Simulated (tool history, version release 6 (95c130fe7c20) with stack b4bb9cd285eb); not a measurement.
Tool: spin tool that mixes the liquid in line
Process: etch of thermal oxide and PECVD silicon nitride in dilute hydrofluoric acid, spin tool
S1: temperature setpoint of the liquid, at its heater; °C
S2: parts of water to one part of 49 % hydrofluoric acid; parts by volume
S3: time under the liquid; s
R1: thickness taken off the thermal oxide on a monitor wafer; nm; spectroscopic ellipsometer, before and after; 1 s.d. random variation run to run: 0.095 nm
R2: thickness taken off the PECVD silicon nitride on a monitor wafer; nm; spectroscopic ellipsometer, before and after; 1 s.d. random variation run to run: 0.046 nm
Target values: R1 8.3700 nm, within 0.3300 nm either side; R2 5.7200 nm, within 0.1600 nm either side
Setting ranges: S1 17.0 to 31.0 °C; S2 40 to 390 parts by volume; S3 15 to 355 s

run  hour    S1   S2   S3      R1      R2
  1   0.0  23.0  215  180  4.0053  3.5382
  2   7.5  22.5  185  175  4.5538  3.9156
  3  11.6  22.0  160  170  5.1093  4.2016
  4  16.9  22.0  235  170  3.3013  2.8695
     24.9  -- hydrofluoric acid flow meter replaced
  5  24.9  21.5  200  165  3.3991  2.9640
  6  27.2  21.5  200   95  2.0061  1.7121
  7  29.3  22.0  170  100  2.6258  2.1697
  8  30.4  22.5  150  100  3.1121  2.5690
  9  32.6  23.0  130  100  3.7477  3.0398
 10  40.4  23.5  115   95  4.1143  3.3101
 11  41.5  24.0  100   95  5.0044  3.9679
 12  47.4  24.5   90   90  5.2850  4.3016
 13  50.4  24.5   80   90  6.0537  4.7874

Exactly one of the 5 candidate moves below puts every result within its allowed miss. Which one?
  A  53.4  18.5   80  160   ?   ?
  B  53.4  19.0   40   75   ?   ?
  C  53.4  27.5  170  125   ?   ?
  D  53.4  21.5   40   60   ?   ?
  E  53.4  26.5  125  155   ?   ?

move      R1      R2
   A  8.3182  5.7115
   B  8.3409  5.4358
   C  3.9241  3.8389
   D  7.4243  5.1759
   E  6.7389  6.0814
A: all results in spec
B: the furthest-off result lands on target, but another misses its tolerance
C: its largest miss is bigger than the last run's
D: nearer than the last run, and not there yet
E: nearer than the last run, and not there yet
The move that meets every target is A.

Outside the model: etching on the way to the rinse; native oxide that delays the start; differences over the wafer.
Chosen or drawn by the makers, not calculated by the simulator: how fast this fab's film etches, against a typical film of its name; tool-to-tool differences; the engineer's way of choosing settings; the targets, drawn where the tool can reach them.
